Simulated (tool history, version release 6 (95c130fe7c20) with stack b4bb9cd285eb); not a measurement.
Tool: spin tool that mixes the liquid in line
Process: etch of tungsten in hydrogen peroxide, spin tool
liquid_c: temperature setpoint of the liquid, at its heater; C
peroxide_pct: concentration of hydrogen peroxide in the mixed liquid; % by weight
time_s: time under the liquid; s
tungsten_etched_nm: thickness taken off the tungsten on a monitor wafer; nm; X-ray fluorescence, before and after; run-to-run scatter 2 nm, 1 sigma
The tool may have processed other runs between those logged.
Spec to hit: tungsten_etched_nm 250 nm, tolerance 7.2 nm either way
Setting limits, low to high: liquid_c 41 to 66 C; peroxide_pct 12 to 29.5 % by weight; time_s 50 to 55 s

run 1 day=0 | liquid_c=57 peroxide_pct=20 time_s=50 | tungsten_etched_nm=202.18
run 2 day=0.321 | liquid_c=58 peroxide_pct=20 time_s=50 | tungsten_etched_nm=211.44
run 3 day=0.488 | liquid_c=64 peroxide_pct=20 time_s=50 | tungsten_etched_nm=296.36
run 4 day=0.546 | liquid_c=64 peroxide_pct=20 time_s=50 | tungsten_etched_nm=295.14
run 5 day=0.858 | liquid_c=59.5 peroxide_pct=20 time_s=50 | tungsten_etched_nm=231.15
run 6 day=1.154 | liquid_c=66 peroxide_pct=20 time_s=50 | tungsten_etched_nm=334.27
run 7 day=1.292 | liquid_c=65 peroxide_pct=20 time_s=50 | tungsten_etched_nm=319.95
run 8 day=1.425 | liquid_c=60 peroxide_pct=20 time_s=50 | tungsten_etched_nm=238.37

Pick the move, out of 4, that brings all results within their allowed miss; only one does.
run A day=1.558 | liquid_c=58.5 peroxide_pct=19 time_s=55 | tungsten_etched_nm=?
run B day=1.558 | liquid_c=61 peroxide_pct=16.5 time_s=55 | tungsten_etched_nm=?
run C day=1.558 | liquid_c=59 peroxide_pct=18 time_s=55 | tungsten_etched_nm=?
run D day=1.558 | liquid_c=57 peroxide_pct=21 time_s=55 | tungsten_etched_nm=?

move=A tungsten_etched_nm=235.37
move=B tungsten_etched_nm=253.31
move=C tungsten_etched_nm=235.83
move=D tungsten_etched_nm=226.74
A: further off than the last run
B: all results in spec
C: further off than the last run
D: further off than the last run
The right move is B.
